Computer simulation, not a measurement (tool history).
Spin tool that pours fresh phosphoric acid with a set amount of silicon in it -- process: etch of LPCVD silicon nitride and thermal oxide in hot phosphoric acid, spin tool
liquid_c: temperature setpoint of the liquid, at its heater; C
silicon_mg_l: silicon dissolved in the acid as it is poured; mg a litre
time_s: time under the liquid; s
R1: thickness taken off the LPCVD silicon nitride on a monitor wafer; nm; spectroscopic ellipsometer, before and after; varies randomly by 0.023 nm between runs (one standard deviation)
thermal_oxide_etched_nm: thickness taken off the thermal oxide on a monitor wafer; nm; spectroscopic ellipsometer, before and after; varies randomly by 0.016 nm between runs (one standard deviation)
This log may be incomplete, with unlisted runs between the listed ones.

{"run": 1, "hour": 0.0, "liquid_c": 160.0, "silicon_mg_l": 14.5, "time_s": 180, "R1": 14.601, "thermal_oxide_etched_nm": 0.47843}
{"run": 2, "hour": 2.3, "liquid_c": 160.0, "silicon_mg_l": 14.5, "time_s": 150, "R1": 12.228, "thermal_oxide_etched_nm": 0.26162}
{"run": 3, "hour": 10.9, "liquid_c": 160.0, "silicon_mg_l": 21.5, "time_s": 150, "R1": 12.143, "thermal_oxide_etched_nm": 0.27406}
{"run": 4, "hour": 16.2, "liquid_c": 159.5, "silicon_mg_l": 15.5, "time_s": 125, "R1": 9.9964, "thermal_oxide_etched_nm": 0.24255}
{"run": 5, "hour": 24.2, "liquid_c": 159.5, "silicon_mg_l": 12.5, "time_s": 125, "R1": 10.005, "thermal_oxide_etched_nm": 0.24204}
{"run": 6, "hour": 31.2, "liquid_c": 159.5, "silicon_mg_l": 5.0, "time_s": 125, "R1": 9.9634, "thermal_oxide_etched_nm": 0.38176}
{"run": 7, "hour": 37.3, "liquid_c": 159.0, "silicon_mg_l": 6.5, "time_s": 115, "R1": 9.0378, "thermal_oxide_etched_nm": 0.26505}
{"run": 8, "hour": 40.7, "liquid_c": 158.5, "silicon_mg_l": 6.0, "time_s": 110, "R1": 8.5006, "thermal_oxide_etched_nm": 0.26882}
{"run": 9, "hour": 44.6, "liquid_c": 158.0, "silicon_mg_l": 7.0, "time_s": 105, "R1": 7.9342, "thermal_oxide_etched_nm": 0.23282}
{"run": 10, "hour": 51.3, "liquid_c": 157.5, "silicon_mg_l": 8.0, "time_s": 100, "R1": 7.4591, "thermal_oxide_etched_nm": 0.22064}
{"run": 11, "hour": 55.1, "liquid_c": 157.5, "silicon_mg_l": 9.5, "time_s": 100, "R1": 7.4381, "thermal_oxide_etched_nm": 0.21562}
{"run": 12, "hour": 56.3, "liquid_c": 157.5, "silicon_mg_l": 11.0, "time_s": 100, "R1": 7.4562, "thermal_oxide_etched_nm": 0.20137}
{"run": 13, "hour": 58.6, "liquid_c": 156.5, "silicon_mg_l": 14.5, "time_s": 85, "R1": 6.1519, "thermal_oxide_etched_nm": 0.13932}
{"run": 14, "hour": 62.4, "liquid_c": 157.0, "silicon_mg_l": 14.0, "time_s": 85, "R1": 6.2033, "thermal_oxide_etched_nm": 0.15038}
{"run": 15, "hour": 63.6, "liquid_c": 157.5, "silicon_mg_l": 14.0, "time_s": 85, "R1": 6.3166, "thermal_oxide_etched_nm": 0.15552}

Expected results for the next run?
{"run": 16, "hour": 64.9, "liquid_c": 159.5, "silicon_mg_l": 18.0, "time_s": 90, "R1": "?", "thermal_oxide_etched_nm": "?"}

R1: 7.1975 nm
thermal_oxide_etched_nm: 0.17853 nm

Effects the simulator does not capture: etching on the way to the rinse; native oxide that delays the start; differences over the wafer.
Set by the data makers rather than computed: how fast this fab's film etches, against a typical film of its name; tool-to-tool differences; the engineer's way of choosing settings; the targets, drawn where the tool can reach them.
